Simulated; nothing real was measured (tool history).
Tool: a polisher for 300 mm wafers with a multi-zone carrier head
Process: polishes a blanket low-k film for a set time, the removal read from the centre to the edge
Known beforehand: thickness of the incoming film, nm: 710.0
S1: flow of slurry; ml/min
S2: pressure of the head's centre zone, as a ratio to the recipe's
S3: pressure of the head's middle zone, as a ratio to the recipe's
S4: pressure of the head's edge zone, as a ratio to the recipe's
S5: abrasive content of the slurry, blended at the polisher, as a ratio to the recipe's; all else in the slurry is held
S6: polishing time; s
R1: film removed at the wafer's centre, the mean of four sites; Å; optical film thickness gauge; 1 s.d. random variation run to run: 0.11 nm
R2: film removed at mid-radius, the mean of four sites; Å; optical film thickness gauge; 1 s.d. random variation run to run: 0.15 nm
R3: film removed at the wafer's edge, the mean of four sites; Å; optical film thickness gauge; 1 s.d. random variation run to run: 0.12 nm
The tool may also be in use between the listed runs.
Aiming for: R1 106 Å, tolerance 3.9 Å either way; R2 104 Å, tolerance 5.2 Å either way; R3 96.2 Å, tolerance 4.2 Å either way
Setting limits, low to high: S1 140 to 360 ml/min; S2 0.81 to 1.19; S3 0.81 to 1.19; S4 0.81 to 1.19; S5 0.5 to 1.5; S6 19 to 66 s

Run 1, day 0: S1 230 ml/min, S2 1, S3 1, S4 1, S5 1, S6 42 s. Result: R1 148.44 Å, R2 147.31 Å, R3 150.45 Å.
Run 2, day 0.329: S1 230 ml/min, S2 1, S3 1.06, S4 1, S5 1, S6 42 s. Result: R1 148.49 Å, R2 154.48 Å, R3 154.27 Å.
Run 3, day 0.658: S1 230 ml/min, S2 1, S3 1.06, S4 0.95, S5 1, S6 42 s. Result: R1 150.81 Å, R2 156.23 Å, R3 150.87 Å.
Run 4, day 0.842: S1 230 ml/min, S2 1, S3 0.99, S4 0.95, S5 1, S6 42 s. Result: R1 152.54 Å, R2 148.27 Å, R3 149.31 Å.
Run 5, day 0.975: S1 235 ml/min, S2 1, S3 0.99, S4 0.93, S5 0.9, S6 41 s. Result: R1 139.2 Å, R2 137.3 Å, R3 137.96 Å.
Run 6, day 1.021: S1 235 ml/min, S2 1, S3 1.02, S4 0.93, S5 0.9, S6 41 s. Result: R1 140.47 Å, R2 142.15 Å, R3 135.96 Å.
Run 7, day 1.229: S1 235 ml/min, S2 1, S3 1.01, S4 0.92, S5 0.85, S6 40 s. Result: R1 131.35 Å, R2 128.88 Å, R3 129.14 Å.
Run 8, day 1.338: S1 250 ml/min, S2 1.07, S3 1.11, S4 0.82, S5 0.6, S6 35 s. Result: R1 102.99 Å, R2 104.13 Å, R3 90.887 Å.
Run 9, day 1.675: S1 250 ml/min, S2 1.07, S3 1.1, S4 0.83, S5 0.6, S6 35 s. Result: R1 104.47 Å, R2 102.95 Å, R3 92.219 Å.

Pick the move, out of 5, that brings all results within their allowed miss; only one does.
Run A, day 2.012: S1 265 ml/min, S2 1.08, S3 1.11, S4 0.81, S5 0.6, S6 33 s. Result: R1 ?, R2 ?, R3 ?.
Run B, day 2.012: S1 265 ml/min, S2 1.16, S3 1.18, S4 0.81, S5 0.55, S6 34 s. Result: R1 ?, R2 ?, R3 ?.
Run C, day 2.012: S1 285 ml/min, S2 1.14, S3 1.14, S4 0.81, S5 0.7, S6 31 s. Result: R1 ?, R2 ?, R3 ?.
Run D, day 2.012: S1 360 ml/min, S2 1.03, S3 1.03, S4 0.81, S5 0.65, S6 34 s. Result: R1 ?, R2 ?, R3 ?.
Run E, day 2.012: S1 230 ml/min, S2 1.11, S3 1.19, S4 0.81, S5 0.65, S6 32 s. Result: R1 ?, R2 ?, R3 ?.

move      R1      R2      R3
   A  98.485  95.543  87.182
   B  103.64  97.974   85.27
   C  107.25  100.44  89.664
   D  103.99  99.816  95.864
   E  101.33  100.96  87.545
A: the biggest miss grows against the last run
B: the biggest miss grows against the last run
C: the biggest miss grows against the last run
D: each result inside its tolerance
E: the biggest miss grows against the last run
Go with D: it meets all targets.

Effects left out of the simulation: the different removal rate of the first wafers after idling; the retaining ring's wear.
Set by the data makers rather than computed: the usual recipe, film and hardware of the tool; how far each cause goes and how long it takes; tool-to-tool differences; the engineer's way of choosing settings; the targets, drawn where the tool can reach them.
